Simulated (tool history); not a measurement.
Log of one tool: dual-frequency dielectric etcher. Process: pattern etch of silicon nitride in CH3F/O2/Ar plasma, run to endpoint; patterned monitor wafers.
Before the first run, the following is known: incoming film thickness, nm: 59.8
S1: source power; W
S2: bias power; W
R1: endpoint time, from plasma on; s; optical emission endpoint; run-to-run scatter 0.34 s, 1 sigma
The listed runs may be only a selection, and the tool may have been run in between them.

Run 1, hour 0: S1 390 W, S2 98 W. Result: R1 72.427 s.
Run 2, hour 6.5: S1 410 W, S2 99 W. Result: R1 71.406 s.
Run 3, hour 13.7: S1 410 W, S2 91 W. Result: R1 72.881 s.
Run 4, hour 21.3: S1 440 W, S2 91 W. Result: R1 71.75 s.
Run 5, hour 29.9: S1 460 W, S2 93 W. Result: R1 70 s.
Run 6, hour 32.5: S1 470 W, S2 94 W. Result: R1 69.043 s.
Run 7, hour 35.2: S1 480 W, S2 95 W. Result: R1 68.197 s.
Run 8, hour 43.9: S1 490 W, S2 95 W. Result: R1 68.566 s.
Run 9, hour 44.8: S1 490 W, S2 95 W. Result: R1 68.275 s.

Run 10 has not been measured yet. What should we expect?
Run 10, hour 51.2: S1 500 W, S2 96 W. Result: R1 ?.

{"run 10": {"R1": 67.316}}
